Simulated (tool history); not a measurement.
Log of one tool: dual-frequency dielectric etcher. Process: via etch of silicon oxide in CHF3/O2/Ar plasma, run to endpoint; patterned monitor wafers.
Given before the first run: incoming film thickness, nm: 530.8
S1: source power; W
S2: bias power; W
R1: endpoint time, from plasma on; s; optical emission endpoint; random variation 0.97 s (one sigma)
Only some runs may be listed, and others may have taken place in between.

run  hour   S1   S2      R1
  1     0  550  225  254.39
  2   4.6  640  225  237.58
  3  10.9  710  225  227.47
  4  15.2  710  194  241.81
  5  19.3  670  194  247.66
  6    26  610  192  257.82

Run 7 comes next. What will it give?
  7  30.4  560  191   ?

R1: 268.29 s

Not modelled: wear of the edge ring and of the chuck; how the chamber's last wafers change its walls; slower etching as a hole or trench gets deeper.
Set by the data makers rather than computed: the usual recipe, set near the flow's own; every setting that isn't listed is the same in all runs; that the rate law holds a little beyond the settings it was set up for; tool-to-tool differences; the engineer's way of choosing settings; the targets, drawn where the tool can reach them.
